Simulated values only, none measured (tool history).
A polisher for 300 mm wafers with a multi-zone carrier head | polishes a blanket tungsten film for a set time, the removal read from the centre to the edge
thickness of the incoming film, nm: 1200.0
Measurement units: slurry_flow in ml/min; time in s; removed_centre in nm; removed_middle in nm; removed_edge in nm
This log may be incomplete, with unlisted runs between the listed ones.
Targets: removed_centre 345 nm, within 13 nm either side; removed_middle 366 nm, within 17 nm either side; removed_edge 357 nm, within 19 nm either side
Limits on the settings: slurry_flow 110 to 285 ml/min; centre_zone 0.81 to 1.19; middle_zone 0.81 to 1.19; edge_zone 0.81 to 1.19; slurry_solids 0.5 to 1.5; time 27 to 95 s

run,hour,slurry_flow,centre_zone,middle_zone,edge_zone,slurry_solids,time,removed_centre,removed_middle,removed_edge
1,0,180,1,1,1,1,61,278.28,270.13,256.41
2,4.3,185,0.99,1.02,1.05,1.15,64,295.7,300.72,286.12
3,8.7,185,0.92,1.02,1.05,1.15,64,272.1,294.62,294.15
4,9.5,185,0.92,1.06,1.05,1.15,64,273.32,307.68,278.5
# hour 16.8: edge zone pressure recalibrated
5,16.8,195,0.94,1.05,1.08,1.25,65,292.03,316.24,308.71
6,23.7,205,0.96,1.07,1.1,1.35,66,306.66,332.12,335.84
7,25.9,215,0.98,1.09,1.1,1.4,66,325.32,345.61,339.39
8,32.5,225,0.99,1.1,1.11,1.4,66,326.51,344.06,327.67

5 candidate next runs follow, results not yet known. Just one meets every target within its allowed miss. Identify it.
A,39.1,235,0.82,1.1,1.16,1.5,72,?,?,?
B,39.1,165,0.89,1.02,1.19,1.5,71,?,?,?
C,39.1,240,0.96,1.19,0.99,1.2,71,?,?,?
D,39.1,225,1.06,1.05,1.02,1.4,62,?,?,?
E,39.1,260,0.97,1.09,1.18,1.3,69,?,?,?

move,removed_centre,removed_middle,removed_edge
A,303.91,381.71,378.51
B,305.51,337.99,363.23
C,336.22,379.93,329.21
D,331.77,311.62,299.86
E,339.2,356.63,358.28
A: moves the result that the last run missed by most past its target, out the other side
B: gets the furthest-off result to its target, but another result is out of tolerance
C: closes in on the targets versus the last run, not all within tolerance yet
D: further off than the last run
E: all results in spec
The move that meets every target is E.
